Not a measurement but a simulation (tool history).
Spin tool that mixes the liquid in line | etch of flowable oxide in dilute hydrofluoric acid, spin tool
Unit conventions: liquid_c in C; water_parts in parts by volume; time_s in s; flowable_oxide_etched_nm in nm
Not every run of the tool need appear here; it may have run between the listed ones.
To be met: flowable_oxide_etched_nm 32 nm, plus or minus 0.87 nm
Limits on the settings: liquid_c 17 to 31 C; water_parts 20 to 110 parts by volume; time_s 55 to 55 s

run	hour	liquid_c	water_parts	time_s	flowable_oxide_etched_nm
1	0	23	60	55	22.473
2	1.4	23	60	55	22.386
3	5.3	24	60	55	23.325
4	6.5	21	60	55	20.344
5	8.9	22.5	60	55	21.562
6	17.9	22.5	45	55	29.131
7	22.5	23	45	55	30.202
8	30	23.5	45	55	30.73

Next run, 4 choices. One meets every target within its allowed miss, the rest don't. Which?
A	37.5	24.5	45	55	?
B	37.5	23.5	40	55	?
C	37.5	19.5	40	55	?
D	37.5	26.5	45	55	?

move	flowable_oxide_etched_nm
A	32.074
B	34.852
C	29.428
D	34.804
A: all results in spec
B: the result that was furthest off in the last run now lies on the other side of its target
C: misses by more than the last run did
D: the result that was furthest off in the last run now lies on the other side of its target
Go with A: it meets all targets.
